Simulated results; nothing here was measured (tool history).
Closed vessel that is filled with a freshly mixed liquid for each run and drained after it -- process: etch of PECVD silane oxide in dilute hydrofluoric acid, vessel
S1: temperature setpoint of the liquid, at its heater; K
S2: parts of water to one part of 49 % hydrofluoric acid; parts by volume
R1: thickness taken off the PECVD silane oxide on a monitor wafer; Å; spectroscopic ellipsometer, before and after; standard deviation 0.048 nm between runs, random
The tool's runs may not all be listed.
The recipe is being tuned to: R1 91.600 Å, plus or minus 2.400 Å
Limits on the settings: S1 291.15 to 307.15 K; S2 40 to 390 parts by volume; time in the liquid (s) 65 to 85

Run 1, hour 0.0: S1 299.15 K, S2 215 parts by volume, time in the liquid (s) 85. Result: R1 118.490 Å.
Run 2, hour 3.4: S1 302.15 K, S2 215 parts by volume, time in the liquid (s) 85. Result: R1 131.080 Å.
Run 3, hour 7.8: S1 301.15 K, S2 215 parts by volume, time in the liquid (s) 85. Result: R1 126.630 Å.
Run 4, hour 11.9: S1 301.15 K, S2 245 parts by volume, time in the liquid (s) 85. Result: R1 107.500 Å.
Run 5, hour 14.8: S1 301.15 K, S2 170 parts by volume, time in the liquid (s) 85. Result: R1 167.460 Å.
Run 6, hour 15.9: S1 301.15 K, S2 170 parts by volume, time in the liquid (s) 85. Result: R1 170.260 Å.
Run 7, hour 25.1: S1 300.15 K, S2 175 parts by volume, time in the liquid (s) 85. Result: R1 157.880 Å.
Run 8, hour 34.3: S1 299.15 K, S2 180 parts by volume, time in the liquid (s) 85. Result: R1 146.510 Å.
Run 9, hour 41.7: S1 298.15 K, S2 185 parts by volume, time in the liquid (s) 85. Result: R1 136.100 Å.
Run 10, hour 43.3: S1 297.15 K, S2 190 parts by volume, time in the liquid (s) 85. Result: R1 127.840 Å.

5 candidate next runs follow, results not yet known. Just one meets every target within its allowed miss. Identify it.
Run A, hour 44.9: S1 295.65 K, S2 195 parts by volume, time in the liquid (s) 70. Result: R1 ?.
Run B, hour 44.9: S1 295.15 K, S2 225 parts by volume, time in the liquid (s) 85. Result: R1 ?.
Run C, hour 44.9: S1 298.15 K, S2 275 parts by volume, time in the liquid (s) 85. Result: R1 ?.
Run D, hour 44.9: S1 294.65 K, S2 230 parts by volume, time in the liquid (s) 75. Result: R1 ?.
Run E, hour 44.9: S1 298.65 K, S2 210 parts by volume, time in the liquid (s) 65. Result: R1 ?.

move      R1
   A  96.790
   B  96.950
   C  84.025
   D  81.733
   E  91.739
A: gains on the last run, yet a result remains outside its allowed miss
B: gains on the last run, yet a result remains outside its allowed miss
C: takes the result that was furthest off past its target
D: takes the result that was furthest off past its target
E: hits every target within its allowed miss
Move E is the one to make.
